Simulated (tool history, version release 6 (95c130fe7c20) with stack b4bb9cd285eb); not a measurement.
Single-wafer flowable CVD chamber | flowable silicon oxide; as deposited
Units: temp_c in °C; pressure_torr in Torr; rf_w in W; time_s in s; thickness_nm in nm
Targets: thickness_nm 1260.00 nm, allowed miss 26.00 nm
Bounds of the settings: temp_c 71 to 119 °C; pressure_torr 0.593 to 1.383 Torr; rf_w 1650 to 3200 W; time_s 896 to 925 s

run  hour  temp_c  pressure_torr  rf_w  time_s  thickness_nm
  1   0.0      95          0.988  2425     896        855.21
  2   4.0      93          0.989  2425     896        918.71
  3   9.7      91          0.989  2425     896        985.67
  4  14.0      90          0.989  2425     896       1021.00
  5  15.3      89          0.989  2425     896       1056.90
  6  17.0      89          0.989  2615     896       1056.20
  7  19.1      88          0.989  2615     896       1095.60
  8  24.0      87          0.989  2615     896       1136.80
  9  31.1      86          0.989  2615     896       1166.60
 10  33.8      85          0.989  2615     896       1198.60

Which of these 4 next moves meets every target?
  A  36.5      86          1.002  2720     904             ?
  B  36.5      88          1.119  2225     925             ?
  C  36.5      85          0.956  2685     900             ?
  D  36.5      90          1.089  2690     913             ?

move  thickness_nm
   A       1201.10
   B       1254.50
   C       1178.00
   D       1158.90
A: as far off as the last run
B: meets every target
C: further off than the last run
D: further off than the last run
Move B is the one to make.

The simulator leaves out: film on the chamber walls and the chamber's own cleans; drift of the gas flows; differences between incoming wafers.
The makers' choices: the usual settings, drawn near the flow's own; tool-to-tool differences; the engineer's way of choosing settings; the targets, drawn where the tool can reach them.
